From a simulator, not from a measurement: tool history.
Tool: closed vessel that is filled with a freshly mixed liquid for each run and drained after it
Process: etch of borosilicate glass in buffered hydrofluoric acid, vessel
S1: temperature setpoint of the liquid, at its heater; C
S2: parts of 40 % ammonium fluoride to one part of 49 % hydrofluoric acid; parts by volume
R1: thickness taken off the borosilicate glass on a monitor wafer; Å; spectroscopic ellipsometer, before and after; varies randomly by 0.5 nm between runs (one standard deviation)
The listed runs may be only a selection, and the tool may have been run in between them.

Run 1, hour 0: S1 24 C, S2 11 parts by volume, time in the liquid (s) 90. Result: R1 1003.8 Å.
Run 2, hour 3.1: S1 24 C, S2 9 parts by volume, time in the liquid (s) 90. Result: R1 1171.9 Å.
Run 3, hour 10.1: S1 24.5 C, S2 9 parts by volume, time in the liquid (s) 90. Result: R1 1215.4 Å.
Run 4, hour 15.9: S1 24.5 C, S2 7.5 parts by volume, time in the liquid (s) 90. Result: R1 1482.9 Å.
Run 5, hour 19.4: S1 24.5 C, S2 6.5 parts by volume, time in the liquid (s) 90. Result: R1 1691.2 Å.
Run 6, hour 24.3: S1 24.5 C, S2 5 parts by volume, time in the liquid (s) 90. Result: R1 2158.9 Å.
Run 7, hour 27.7: S1 22 C, S2 5.5 parts by volume, time in the liquid (s) 90. Result: R1 1725.9 Å.
Run 8, hour 30.4: S1 20.5 C, S2 5.5 parts by volume, time in the liquid (s) 90. Result: R1 1599.9 Å.
Run 9, hour 37.1: S1 19.5 C, S2 5.5 parts by volume, time in the liquid (s) 90. Result: R1 1511.4 Å.

What does the tool deliver on the next run?
Run 10, hour 38.4: S1 18.5 C, S2 5.5 parts by volume, time in the liquid (s) 90. Result: R1 ?.

R1: 1431.1 Å

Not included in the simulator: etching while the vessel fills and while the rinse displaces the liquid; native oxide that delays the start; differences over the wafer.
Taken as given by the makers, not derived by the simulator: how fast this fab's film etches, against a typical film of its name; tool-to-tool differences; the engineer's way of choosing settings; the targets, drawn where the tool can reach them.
